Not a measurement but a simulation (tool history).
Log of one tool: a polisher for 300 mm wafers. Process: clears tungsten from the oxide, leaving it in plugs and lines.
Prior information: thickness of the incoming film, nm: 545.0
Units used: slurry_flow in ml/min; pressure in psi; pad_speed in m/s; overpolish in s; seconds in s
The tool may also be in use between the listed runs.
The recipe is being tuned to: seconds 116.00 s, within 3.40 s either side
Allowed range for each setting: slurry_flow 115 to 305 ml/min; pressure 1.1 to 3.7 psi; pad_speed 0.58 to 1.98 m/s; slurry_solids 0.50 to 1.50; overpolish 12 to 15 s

run 1 day=0.000 | slurry_flow=195 pressure=2.4 pad_speed=1.28 slurry_solids=1.00 overpolish=15 | seconds=156.32
run 2 day=0.275 | slurry_flow=195 pressure=2.4 pad_speed=1.28 slurry_solids=1.00 overpolish=15 | seconds=156.74
run 3 day=0.592 | slurry_flow=205 pressure=2.6 pad_speed=1.28 slurry_solids=1.00 overpolish=15 | seconds=142.86
run 4 day=0.696 | slurry_flow=215 pressure=2.8 pad_speed=1.28 slurry_solids=1.00 overpolish=15 | seconds=131.59
run 5 day=0.771 | slurry_flow=215 pressure=2.8 pad_speed=1.08 slurry_solids=1.00 overpolish=15 | seconds=154.94
run 6 day=0.871 | slurry_flow=220 pressure=3.0 pad_speed=1.08 slurry_solids=1.00 overpolish=15 | seconds=144.00
run 7 day=0.938 | slurry_flow=225 pressure=3.2 pad_speed=1.08 slurry_solids=1.00 overpolish=15 | seconds=137.90
run 8 day=1.296 | slurry_flow=235 pressure=3.4 pad_speed=1.08 slurry_solids=1.00 overpolish=15 | seconds=126.09
run 9 day=1.592 | slurry_flow=240 pressure=3.5 pad_speed=1.08 slurry_solids=1.00 overpolish=15 | seconds=124.09
run 10 day=1.908 | slurry_flow=240 pressure=3.6 pad_speed=1.08 slurry_solids=1.00 overpolish=15 | seconds=121.07

Consider the 5 candidate settings below. Which is the only one whose results all fall within their allowed miss of target?
run A day=2.225 | slurry_flow=210 pressure=3.1 pad_speed=1.16 slurry_solids=1.05 overpolish=15 | seconds=?
run B day=2.225 | slurry_flow=220 pressure=3.7 pad_speed=1.02 slurry_solids=1.05 overpolish=15 | seconds=?
run C day=2.225 | slurry_flow=235 pressure=3.5 pad_speed=1.04 slurry_solids=1.10 overpolish=12 | seconds=?
run D day=2.225 | slurry_flow=255 pressure=3.5 pad_speed=1.08 slurry_solids=1.00 overpolish=15 | seconds=?
run E day=2.225 | slurry_flow=240 pressure=2.8 pad_speed=1.40 slurry_solids=1.15 overpolish=15 | seconds=?

move=A seconds=130.79
move=B seconds=123.82
move=C seconds=125.95
move=D seconds=123.10
move=E seconds=115.95
A: misses by more than the last run did
B: misses by more than the last run did
C: misses by more than the last run did
D: misses by more than the last run did
E: every result lands within tolerance
The right move is E.

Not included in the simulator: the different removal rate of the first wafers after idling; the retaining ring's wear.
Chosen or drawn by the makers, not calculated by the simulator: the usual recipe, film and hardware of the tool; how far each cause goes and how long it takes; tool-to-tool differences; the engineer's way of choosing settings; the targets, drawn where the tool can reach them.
